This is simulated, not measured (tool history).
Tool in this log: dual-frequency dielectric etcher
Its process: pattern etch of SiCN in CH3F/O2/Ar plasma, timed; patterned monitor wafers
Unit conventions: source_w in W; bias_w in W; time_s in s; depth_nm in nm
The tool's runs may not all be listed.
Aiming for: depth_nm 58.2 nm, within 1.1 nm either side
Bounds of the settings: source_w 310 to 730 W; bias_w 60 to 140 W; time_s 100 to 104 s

| run | hour | source_w | bias_w | time_s | depth_nm |
|---|---|---|---|---|---|
| 1 | 0 | 520 | 100 | 100 | 50.31 |
| 2 | 5.6 | 560 | 101 | 100 | 51.966 |
| 3 | 13.1 | 590 | 102 | 100 | 53.003 |
| 4 | 21.3 | 620 | 103 | 100 | 54.076 |
| 5 | 29.8 | 640 | 104 | 100 | 54.592 |
| 6 | 31.4 | 710 | 104 | 100 | 56.914 |
| 7 | 34.9 | 710 | 105 | 100 | 56.946 |
| 8 | 43 | 710 | 105 | 100 | 56.993 |
| 9 | 45.5 | 710 | 106 | 100 | 57.005 |

5 next moves are on the table. One of them brings every result within its allowed miss. Which?
| A | 48 | 640 | 101 | 102.5 | ? |
| B | 48 | 650 | 95 | 104 | ? |
| C | 48 | 680 | 106 | 100 | ? |
| D | 48 | 730 | 85 | 102 | ? |
| E | 48 | 700 | 109 | 102.5 | ? |

| move | depth_nm |
|---|---|
| A | 55.57 |
| B | 55.741 |
| C | 56.109 |
| D | 55.273 |
| E | 58.55 |
A: misses by more than the last run did
B: misses by more than the last run did
C: misses by more than the last run did
D: misses by more than the last run did
E: each result inside its tolerance
E meets every target.

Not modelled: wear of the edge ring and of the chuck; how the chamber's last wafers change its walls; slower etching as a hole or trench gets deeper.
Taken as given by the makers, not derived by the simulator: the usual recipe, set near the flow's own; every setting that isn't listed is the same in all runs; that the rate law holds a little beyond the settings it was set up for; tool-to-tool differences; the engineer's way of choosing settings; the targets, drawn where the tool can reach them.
